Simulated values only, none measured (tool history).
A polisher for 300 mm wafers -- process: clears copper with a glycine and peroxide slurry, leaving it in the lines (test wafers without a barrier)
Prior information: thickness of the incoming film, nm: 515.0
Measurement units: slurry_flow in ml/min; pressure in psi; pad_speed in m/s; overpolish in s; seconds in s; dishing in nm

Run 1, hour 0.0: slurry_flow 300 ml/min, pressure 3.5 psi, pad_speed 0.84 m/s, overpolish 17 s. Result: seconds 96.005 s, dishing 60.990 nm.
Run 2, hour 7.1: slurry_flow 290 ml/min, pressure 3.3 psi, pad_speed 0.86 m/s, overpolish 16 s. Result: seconds 99.681 s, dishing 55.179 nm.
Run 3, hour 12.5: slurry_flow 290 ml/min, pressure 2.8 psi, pad_speed 0.86 m/s, overpolish 16 s. Result: seconds 110.630 s, dishing 49.911 nm.
Run 4, hour 13.8: slurry_flow 275 ml/min, pressure 2.7 psi, pad_speed 0.88 m/s, overpolish 15 s. Result: seconds 110.790 s, dishing 46.170 nm.
Run 5, hour 21.2: slurry_flow 275 ml/min, pressure 2.7 psi, pad_speed 0.66 m/s, overpolish 15 s. Result: seconds 141.760 s, dishing 40.942 nm.
Run 6, hour 22.4: slurry_flow 265 ml/min, pressure 2.6 psi, pad_speed 0.70 m/s, overpolish 14 s. Result: seconds 134.230 s, dishing 37.608 nm.
Run 7, hour 28.1: slurry_flow 255 ml/min, pressure 2.5 psi, pad_speed 0.74 m/s, overpolish 13 s. Result: seconds 134.070 s, dishing 35.968 nm.
Run 8, hour 36.6: slurry_flow 255 ml/min, pressure 2.5 psi, pad_speed 0.74 m/s, overpolish 13 s. Result: seconds 134.320 s, dishing 36.629 nm.
Run 9, hour 42.3: slurry_flow 245 ml/min, pressure 2.4 psi, pad_speed 0.78 m/s, overpolish 12 s. Result: seconds 131.770 s, dishing 34.785 nm.
Run 10, hour 50.0: slurry_flow 235 ml/min, pressure 2.3 psi, pad_speed 0.80 m/s, overpolish 11 s. Result: seconds 132.410 s, dishing 31.978 nm.
Run 11, hour 51.9: slurry_flow 230 ml/min, pressure 2.2 psi, pad_speed 0.82 m/s, overpolish 10 s. Result: seconds 135.810 s, dishing 29.310 nm.
Run 12, hour 55.3: slurry_flow 180 ml/min, pressure 1.6 psi, pad_speed 1.06 m/s, overpolish 5 s. Result: seconds 131.920 s, dishing 15.588 nm.

What will run 13 give?
Run 13, hour 63.6: slurry_flow 185 ml/min, pressure 1.6 psi, pad_speed 1.06 m/s, overpolish 5 s. Result: seconds ?, dishing ?.

seconds: 131.710 s
dishing: 15.381 nm

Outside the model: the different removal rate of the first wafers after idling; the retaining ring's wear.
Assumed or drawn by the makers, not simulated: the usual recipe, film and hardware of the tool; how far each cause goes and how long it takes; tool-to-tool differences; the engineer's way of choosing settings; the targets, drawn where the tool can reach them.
